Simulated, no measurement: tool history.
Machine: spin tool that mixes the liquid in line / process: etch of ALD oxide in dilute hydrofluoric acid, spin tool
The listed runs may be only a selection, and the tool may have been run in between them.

run    day  temperature setpoint of the liquid (C)  parts of water to one part of 49 % hydrofluoric acid (parts by volume)  time under the liquid (s)  thickness taken off the ALD oxide on a monitor wafer (angstrom)
  1      0                                      23                                                                     250                        270                                                           114.19
  2  0.212                                    21.5                                                                     255                        270                                                           107.75
  3  0.533                                    21.5                                                                     185                        270                                                           157.27
  4  0.788                                    21.5                                                                     130                        270                                                           236.57
  5  1.054                                    21.5                                                                     130                        290                                                           252.23
  6   1.25                                    21.5                                                                     130                        290                                                           253.72

Predict the results of run 7:
  7  1.412                                    20.5                                                                     175                        290                                                                ?

{"run 7": {"thickness taken off the ALD oxide on a monitor wafer (angstrom)": 171.78}}
